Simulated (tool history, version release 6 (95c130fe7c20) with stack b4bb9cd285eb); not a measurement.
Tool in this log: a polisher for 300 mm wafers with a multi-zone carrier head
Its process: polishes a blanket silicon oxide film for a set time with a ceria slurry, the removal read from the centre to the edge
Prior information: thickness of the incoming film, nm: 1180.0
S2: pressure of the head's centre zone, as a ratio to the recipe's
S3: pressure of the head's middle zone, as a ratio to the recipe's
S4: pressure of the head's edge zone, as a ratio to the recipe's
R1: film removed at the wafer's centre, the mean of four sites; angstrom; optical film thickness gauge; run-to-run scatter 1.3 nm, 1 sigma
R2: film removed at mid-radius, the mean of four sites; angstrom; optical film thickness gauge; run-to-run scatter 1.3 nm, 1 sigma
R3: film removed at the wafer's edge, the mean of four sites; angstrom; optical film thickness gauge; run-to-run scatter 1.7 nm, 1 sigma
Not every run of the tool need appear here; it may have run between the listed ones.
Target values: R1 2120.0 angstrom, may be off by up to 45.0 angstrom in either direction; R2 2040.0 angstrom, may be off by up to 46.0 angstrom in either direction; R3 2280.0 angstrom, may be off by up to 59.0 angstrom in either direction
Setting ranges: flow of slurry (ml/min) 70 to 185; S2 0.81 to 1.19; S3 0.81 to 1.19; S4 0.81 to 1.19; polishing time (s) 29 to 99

Run 1, hour 0.0: flow of slurry (ml/min) 120, S2 1.00, S3 1.00, S4 1.00, polishing time (s) 64. Result: R1 2774.0 angstrom, R2 2770.1 angstrom, R3 2820.0 angstrom.
Run 2, hour 9.0: flow of slurry (ml/min) 110, S2 1.00, S3 1.00, S4 1.00, polishing time (s) 64. Result: R1 2723.0 angstrom, R2 2724.5 angstrom, R3 2770.1 angstrom.
Run 3, hour 13.7: flow of slurry (ml/min) 110, S2 1.00, S3 0.95, S4 1.00, polishing time (s) 64. Result: R1 2697.9 angstrom, R2 2582.4 angstrom, R3 2796.6 angstrom.
Run 4, hour 20.9: flow of slurry (ml/min) 135, S2 1.00, S3 0.95, S4 1.00, polishing time (s) 64. Result: R1 2824.1 angstrom, R2 2706.1 angstrom, R3 2883.4 angstrom.
Run 5, hour 28.6: flow of slurry (ml/min) 145, S2 1.00, S3 0.95, S4 1.00, polishing time (s) 64. Result: R1 2904.1 angstrom, R2 2776.8 angstrom, R3 2883.3 angstrom.
At hour 33.8: worn pad replaced by a new one.
Run 6, hour 33.8: flow of slurry (ml/min) 135, S2 0.98, S3 0.93, S4 0.96, polishing time (s) 62. Result: R1 2929.5 angstrom, R2 2801.8 angstrom, R3 2923.1 angstrom.
Run 7, hour 36.6: flow of slurry (ml/min) 125, S2 1.00, S3 0.95, S4 1.00, polishing time (s) 61. Result: R1 2857.1 angstrom, R2 2765.2 angstrom, R3 2929.8 angstrom.
Run 8, hour 39.6: flow of slurry (ml/min) 110, S2 0.96, S3 0.94, S4 0.96, polishing time (s) 54. Result: R1 2350.5 angstrom, R2 2385.9 angstrom, R3 2502.0 angstrom.
Run 9, hour 46.1: flow of slurry (ml/min) 105, S2 0.97, S3 0.94, S4 0.97, polishing time (s) 53. Result: R1 2338.9 angstrom, R2 2303.1 angstrom, R3 2447.9 angstrom.
Run 10, hour 51.8: flow of slurry (ml/min) 100, S2 0.97, S3 0.94, S4 0.98, polishing time (s) 52. Result: R1 2237.8 angstrom, R2 2257.1 angstrom, R3 2346.3 angstrom.
Run 11, hour 59.2: flow of slurry (ml/min) 75, S2 0.98, S3 0.84, S4 1.02, polishing time (s) 53. Result: R1 2120.3 angstrom, R2 1939.3 angstrom, R3 2359.7 angstrom.
Run 12, hour 64.0: flow of slurry (ml/min) 75, S2 0.98, S3 0.85, S4 1.01, polishing time (s) 53. Result: R1 2112.1 angstrom, R2 1951.2 angstrom, R3 2331.0 angstrom.
Run 13, hour 70.3: flow of slurry (ml/min) 75, S2 0.98, S3 0.85, S4 1.01, polishing time (s) 53. Result: R1 2105.7 angstrom, R2 1979.9 angstrom, R3 2300.8 angstrom.

Pick the move, out of 5, that brings all results within their allowed miss; only one does.
Run A, hour 76.6: flow of slurry (ml/min) 70, S2 0.93, S3 0.82, S4 1.01, polishing time (s) 55. Result: R1 ?, R2 ?, R3 ?.
Run B, hour 76.6: flow of slurry (ml/min) 70, S2 0.99, S3 0.84, S4 1.06, polishing time (s) 54. Result: R1 ?, R2 ?, R3 ?.
Run C, hour 76.6: flow of slurry (ml/min) 75, S2 0.94, S3 0.94, S4 0.93, polishing time (s) 54. Result: R1 ?, R2 ?, R3 ?.
Run D, hour 76.6: flow of slurry (ml/min) 75, S2 0.98, S3 0.90, S4 0.95, polishing time (s) 53. Result: R1 ?, R2 ?, R3 ?.
Run E, hour 76.6: flow of slurry (ml/min) 80, S2 1.02, S3 0.88, S4 1.09, polishing time (s) 53. Result: R1 ?, R2 ?, R3 ?.

move      R1      R2      R3
   A  2019.3  1948.0  2370.2
   B  2111.8  1944.4  2371.6
   C  2055.9  2153.5  2282.4
   D  2103.8  2047.7  2259.1
   E  2239.0  2052.7  2414.8
A: further off than the last run
B: further off than the last run
C: takes the result that was furthest off past its target
D: meets every target
E: the worst result of the last run now meets its target, but another is out of spec
D is the move that brings every result within its allowed miss.
